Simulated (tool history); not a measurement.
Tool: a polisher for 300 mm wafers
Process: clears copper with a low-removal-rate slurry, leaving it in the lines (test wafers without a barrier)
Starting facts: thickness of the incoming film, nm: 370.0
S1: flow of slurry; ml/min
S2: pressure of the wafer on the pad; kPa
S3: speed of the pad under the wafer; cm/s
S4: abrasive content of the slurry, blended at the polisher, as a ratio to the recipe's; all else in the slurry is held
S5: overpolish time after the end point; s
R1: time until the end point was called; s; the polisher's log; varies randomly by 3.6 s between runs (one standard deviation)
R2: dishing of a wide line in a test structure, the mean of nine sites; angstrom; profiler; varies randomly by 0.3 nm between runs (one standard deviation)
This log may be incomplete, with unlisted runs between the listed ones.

run  hour   S1    S2   S3    S4  S5      R1      R2
  1     0  180  20.7  128     1  30   88.18  715.46
  2   7.5  180  15.9  128     1  30  116.42   572.6
  3  15.4  175  14.5  114     1  26  142.41  444.28
  4  21.4  170  13.8  104  1.05  22  160.81  355.33
  5  25.5  170  13.8  104   0.9  22  165.35  340.83
  6  27.6  170  13.8  118   0.9  22  150.56  385.98
  7    32  175  13.1  106   0.9  20  170.16  314.42
  8  35.7  180  12.4   98   0.9  19  191.32  263.45
  9  38.2  190  11.7   92   0.9  20  218.63  258.39
 10  46.6  190    11   90   0.9  18  226.98  215.97
 11  53.8  200    11   88   0.9  18  237.06  211.17
 12  59.5  200   9.7   78   0.9  11  301.56  109.21

Run 13 has not been measured yet. What should we expect?
 13    66  195  10.3  78  0.85  12   ?   ?

R1: 290.62 s
R2: 123.55 angstrom
